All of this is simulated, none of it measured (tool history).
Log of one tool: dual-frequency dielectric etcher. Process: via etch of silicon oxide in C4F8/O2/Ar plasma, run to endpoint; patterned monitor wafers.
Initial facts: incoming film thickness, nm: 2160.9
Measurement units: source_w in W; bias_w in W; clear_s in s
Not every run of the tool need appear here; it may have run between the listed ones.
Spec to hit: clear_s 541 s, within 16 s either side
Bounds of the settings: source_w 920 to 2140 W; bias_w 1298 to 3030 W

run,hour,source_w,bias_w,clear_s
1,0,1530,2164,470.5
2,3.3,1400,2086,491.48
3,4.4,1400,2226,479.82
4,6.9,1570,2226,458.38
5,9.7,1430,2148,479.61
6,17,1300,2148,494.41
7,19.9,1220,2081,511.88
8,27.7,1170,2049,518

Which one of the following 4 next-run settings gets every result inside its allowed miss? There is exactly one.
A,35.5,1230,2238,?
B,35.5,1040,1552,?
C,35.5,1170,1773,?
D,35.5,1310,2022,?

move,clear_s
A,504.61
B,588.59
C,546.85
D,508.28
A: moves away from the targets compared with the last run
B: carries the result that was furthest off beyond its target, to the other side
C: all results land within tolerance of their targets
D: moves away from the targets compared with the last run
The move that meets every target is C.
